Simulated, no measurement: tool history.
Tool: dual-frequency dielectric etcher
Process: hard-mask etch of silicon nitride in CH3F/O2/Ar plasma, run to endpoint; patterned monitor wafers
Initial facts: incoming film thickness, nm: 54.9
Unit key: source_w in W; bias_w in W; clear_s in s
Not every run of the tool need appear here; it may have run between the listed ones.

run,day,source_w,bias_w,clear_s
1,0.000,500,64,71.189
2,0.242,420,64,75.350
3,0.388,420,75,72.511
4,0.746,460,77,70.462
5,0.954,420,77,72.416
6,1.108,380,77,75.838
7,1.371,430,79,71.769
8,1.496,470,81,68.200

Run 9 comes next. What will it give?
9,1.746,490,82,?

Run 9 came out at clear_s 65.958 s.

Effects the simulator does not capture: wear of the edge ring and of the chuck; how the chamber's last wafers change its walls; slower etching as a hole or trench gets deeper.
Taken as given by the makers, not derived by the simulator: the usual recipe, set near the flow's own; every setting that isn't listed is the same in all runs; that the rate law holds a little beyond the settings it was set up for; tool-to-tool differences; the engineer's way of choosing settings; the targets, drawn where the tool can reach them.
